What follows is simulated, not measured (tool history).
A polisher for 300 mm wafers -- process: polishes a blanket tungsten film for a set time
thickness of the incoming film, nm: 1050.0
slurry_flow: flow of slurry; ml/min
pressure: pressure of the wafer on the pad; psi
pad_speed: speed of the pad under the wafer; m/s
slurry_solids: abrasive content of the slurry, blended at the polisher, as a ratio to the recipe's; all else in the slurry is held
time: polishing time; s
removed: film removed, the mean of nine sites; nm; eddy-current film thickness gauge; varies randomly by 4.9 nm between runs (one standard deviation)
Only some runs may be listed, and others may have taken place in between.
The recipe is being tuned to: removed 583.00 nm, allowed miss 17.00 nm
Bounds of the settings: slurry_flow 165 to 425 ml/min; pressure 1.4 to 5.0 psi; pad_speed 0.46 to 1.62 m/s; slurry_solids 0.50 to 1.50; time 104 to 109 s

run 1 day=0.000 | slurry_flow=275 pressure=3.2 pad_speed=1.04 slurry_solids=1.00 time=104 | removed=394.80
run 2 day=0.200 | slurry_flow=275 pressure=3.2 pad_speed=1.04 slurry_solids=1.00 time=109 | removed=410.91
run 3 day=0.562 | slurry_flow=275 pressure=3.2 pad_speed=1.04 slurry_solids=1.15 time=109 | removed=426.18
run 4 day=0.796 | slurry_flow=275 pressure=3.2 pad_speed=1.04 slurry_solids=1.15 time=104 | removed=409.72
run 5 day=1.142 | slurry_flow=275 pressure=3.4 pad_speed=1.04 slurry_solids=1.15 time=104 | removed=427.05
run 6 day=1.183 | slurry_flow=275 pressure=3.4 pad_speed=0.94 slurry_solids=1.15 time=104 | removed=382.98
run 7 day=1.225 | slurry_flow=280 pressure=4.3 pad_speed=0.96 slurry_solids=1.15 time=104 | removed=469.60
run 8 day=1.454 | slurry_flow=280 pressure=5.0 pad_speed=1.04 slurry_solids=1.15 time=104 | removed=560.23
run 9 day=1.729 | slurry_flow=280 pressure=5.0 pad_speed=1.06 slurry_solids=1.15 time=104 | removed=560.41

5 candidate next runs follow, results not yet known. Just one meets every target within its allowed miss. Identify it.
run A day=2.004 | slurry_flow=320 pressure=5.0 pad_speed=0.92 slurry_solids=1.30 time=109 | removed=?
run B day=2.004 | slurry_flow=270 pressure=5.0 pad_speed=1.34 slurry_solids=0.75 time=104 | removed=?
run C day=2.004 | slurry_flow=275 pressure=5.0 pad_speed=1.12 slurry_solids=1.20 time=107 | removed=?
run D day=2.004 | slurry_flow=365 pressure=4.8 pad_speed=1.04 slurry_solids=1.25 time=104 | removed=?
run E day=2.004 | slurry_flow=305 pressure=5.0 pad_speed=1.02 slurry_solids=1.20 time=109 | removed=?

move=A removed=542.05
move=B removed=632.48
move=C removed=608.81
move=D removed=557.69
move=E removed=578.92
A: lands further from the targets than the last run did
B: moves the result that the last run missed by most past its target, out the other side
C: moves the result that the last run missed by most past its target, out the other side
D: lands further from the targets than the last run did
E: all results in spec
Move E is the one to make.

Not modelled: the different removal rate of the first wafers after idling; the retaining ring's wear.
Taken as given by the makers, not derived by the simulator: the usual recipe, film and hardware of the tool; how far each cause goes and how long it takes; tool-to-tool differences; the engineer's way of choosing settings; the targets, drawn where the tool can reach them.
